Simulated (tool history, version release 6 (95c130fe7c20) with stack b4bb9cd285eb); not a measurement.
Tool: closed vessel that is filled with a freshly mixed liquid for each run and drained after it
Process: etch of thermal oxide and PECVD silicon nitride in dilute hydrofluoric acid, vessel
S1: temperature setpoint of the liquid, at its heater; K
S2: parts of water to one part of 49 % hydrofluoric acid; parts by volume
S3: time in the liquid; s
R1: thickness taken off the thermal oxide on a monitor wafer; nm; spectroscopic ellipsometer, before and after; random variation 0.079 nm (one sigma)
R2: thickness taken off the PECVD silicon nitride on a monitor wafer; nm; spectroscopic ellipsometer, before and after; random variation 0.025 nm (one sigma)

run  hour      S1  S2   S3      R1      R2
  1     0  293.15  45  225  19.173  9.1324
  2   8.2  292.65  55  225  15.351  7.2309
  3  12.2  292.65  60  220  13.677  6.5374
  4  21.4  292.65  65  215  12.413  5.9391
  5  28.5  292.65  65  250  13.955  6.9404
  6  30.8  294.15  65  250  15.087   7.697
  7  39.3  293.15  70  235  12.603  6.2298
  8  44.8  292.65  70  220  11.582  5.6954
  9  53.8  292.15  70  215  10.973  5.3057
 10  61.2  292.15  70  210  10.758  5.1784
 11  67.1  292.15  70  210   10.63  5.2077
 12  71.1  291.15  75  215  9.7807   4.631

Forecast run 13:
 13  73.8  291.65  75  210   ?   ?

R1: 9.7801 nm
R2: 4.6886 nm

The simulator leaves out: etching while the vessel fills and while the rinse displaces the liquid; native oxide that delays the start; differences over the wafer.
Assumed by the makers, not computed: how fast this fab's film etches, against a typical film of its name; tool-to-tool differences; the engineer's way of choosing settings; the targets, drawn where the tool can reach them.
